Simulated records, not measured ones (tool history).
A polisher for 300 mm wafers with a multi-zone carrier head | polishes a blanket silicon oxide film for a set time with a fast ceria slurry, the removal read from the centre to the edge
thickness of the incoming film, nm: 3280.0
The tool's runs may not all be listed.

| run | hour | flow of slurry (ml/min) | pressure of the head's centre zone | pressure of the head's middle zone | pressure of the head's edge zone | polishing time (s) | film removed at the wafer's centre (nm) | film removed at mid-radius (nm) | film removed at the wafer's edge (nm) |
|---|---|---|---|---|---|---|---|---|---|
| 1 | 0.0 | 295 | 1.00 | 1.00 | 1.00 | 41 | 672.69 | 695.56 | 701.06 |
| 2 | 0.7 | 325 | 1.00 | 1.00 | 1.00 | 41 | 664.77 | 704.38 | 710.69 |
| 3 | 6.6 | 320 | 0.97 | 0.99 | 0.98 | 41 | 644.10 | 707.58 | 698.06 |
| 4 | 13.6 | 320 | 0.97 | 1.07 | 0.98 | 41 | 660.11 | 743.82 | 709.28 |
| 5 | 16.0 | 320 | 0.97 | 1.12 | 0.98 | 41 | 670.83 | 781.02 | 691.96 |
| 6 | 23.1 | 310 | 0.95 | 1.09 | 0.97 | 41 | 646.91 | 758.64 | 697.59 |
| 7 | 25.0 | 300 | 0.94 | 1.06 | 0.96 | 41 | 649.87 | 734.64 | 699.22 |

Run 8 comes next. What will it give?
| 8 | 28.6 | 305 | 0.92 | 1.05 | 0.96 | 40 | ? | ? | ? |

Run 8 gave film removed at the wafer's centre (nm) 609.50, film removed at mid-radius (nm) 707.02, film removed at the wafer's edge (nm) 678.94.
